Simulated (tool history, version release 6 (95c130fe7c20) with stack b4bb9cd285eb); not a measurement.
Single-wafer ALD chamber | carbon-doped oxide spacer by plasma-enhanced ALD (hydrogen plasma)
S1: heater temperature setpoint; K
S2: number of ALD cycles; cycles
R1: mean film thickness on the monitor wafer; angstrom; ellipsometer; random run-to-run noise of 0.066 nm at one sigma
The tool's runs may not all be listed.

run	hour	S1	S2	R1
1	0.0	678.15	405	194.51
2	4.1	684.15	405	190.85
3	9.1	684.15	452	209.63
4	15.2	685.15	433	202.47
5	16.9	685.15	469	218.45
6	24.5	691.15	469	214.45

Run 7 is up next; what results do you expect?
7	29.3	692.15	449	?

R1: 204.65 angstrom
